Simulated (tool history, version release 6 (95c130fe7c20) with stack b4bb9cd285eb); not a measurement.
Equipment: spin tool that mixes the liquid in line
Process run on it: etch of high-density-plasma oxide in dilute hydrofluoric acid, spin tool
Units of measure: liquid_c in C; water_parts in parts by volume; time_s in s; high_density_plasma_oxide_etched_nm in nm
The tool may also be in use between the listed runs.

run  hour  liquid_c  water_parts  time_s  high_density_plasma_oxide_etched_nm
  1     0        24          190      95                               3.4413
  2     6        25          190      95                               3.5287
  3  12.1        25          135      95                               5.3899
  4  15.3        24          135      95                               5.2508
  5  15.9        23          135      95                               4.9034
  6    18      22.5          135      95                               4.8432
  7  19.6        22          135      95                               4.7862

What does the tool deliver on the next run?
  8  26.3        22          135      95                                    ?

high_density_plasma_oxide_etched_nm: 4.723 nm

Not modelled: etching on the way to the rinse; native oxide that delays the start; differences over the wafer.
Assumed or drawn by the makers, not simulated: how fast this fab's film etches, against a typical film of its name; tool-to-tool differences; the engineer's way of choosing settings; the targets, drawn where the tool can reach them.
